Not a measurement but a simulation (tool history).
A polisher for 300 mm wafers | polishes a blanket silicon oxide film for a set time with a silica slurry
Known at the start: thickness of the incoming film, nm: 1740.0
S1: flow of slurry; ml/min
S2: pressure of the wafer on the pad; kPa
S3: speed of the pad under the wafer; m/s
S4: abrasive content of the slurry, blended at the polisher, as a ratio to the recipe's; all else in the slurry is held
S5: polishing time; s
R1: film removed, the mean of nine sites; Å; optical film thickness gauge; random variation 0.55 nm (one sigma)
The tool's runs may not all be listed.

| run | hour | S1 | S2 | S3 | S4 | S5 | R1 |
|---|---|---|---|---|---|---|---|
| 1 | 0 | 200 | 29 | 1.52 | 1 | 19 | 675.84 |
| 2 | 3.8 | 200 | 29 | 1.52 | 0.9 | 19 | 644.9 |
| 3 | 9.5 | 200 | 29 | 1.8 | 0.9 | 19 | 740.14 |
| 4 | 10.1 | 200 | 29 | 1.8 | 0.75 | 19 | 697.17 |
| 5 | 10.8 | 200 | 24.1 | 1.74 | 0.75 | 19 | 544.59 |
| 6 | 13.8 | 200 | 21.4 | 1.72 | 0.75 | 19 | 486.69 |
| 7 | 18.7 | 200 | 19.3 | 1.72 | 0.75 | 19 | 443.74 |

Forecast run 8:
| 8 | 22.2 | 200 | 17.9 | 1.72 | 0.75 | 19 | ? |

R1: 419.04 Å
